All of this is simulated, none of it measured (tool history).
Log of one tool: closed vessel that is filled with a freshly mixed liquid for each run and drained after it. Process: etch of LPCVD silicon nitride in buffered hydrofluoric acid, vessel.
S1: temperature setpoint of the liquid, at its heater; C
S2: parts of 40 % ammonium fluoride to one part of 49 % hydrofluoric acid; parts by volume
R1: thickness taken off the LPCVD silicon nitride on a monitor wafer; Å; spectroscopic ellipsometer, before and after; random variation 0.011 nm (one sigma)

run 1 hour=0.0 | S1=22.0 S2=10.5 time_in_the_liquid_(s)=270 | R1=28.140
run 2 hour=6.1 | S1=20.5 S2=11.5 time_in_the_liquid_(s)=270 | R1=23.998
run 3 hour=7.2 | S1=19.5 S2=12.5 time_in_the_liquid_(s)=270 | R1=20.751
run 4 hour=12.7 | S1=19.5 S2=10.5 time_in_the_liquid_(s)=270 | R1=24.697
run 5 hour=21.0 | S1=17.5 S2=10.5 time_in_the_liquid_(s)=270 | R1=21.995
run 6 hour=22.0 | S1=17.5 S2=11.5 time_in_the_liquid_(s)=270 | R1=19.956

The next listed run, before its measurement:
run 7 hour=23.5 | S1=17.5 S2=12.0 time_in_the_liquid_(s)=270 | R1=?

{"run 7": {"R1": 19.028}}

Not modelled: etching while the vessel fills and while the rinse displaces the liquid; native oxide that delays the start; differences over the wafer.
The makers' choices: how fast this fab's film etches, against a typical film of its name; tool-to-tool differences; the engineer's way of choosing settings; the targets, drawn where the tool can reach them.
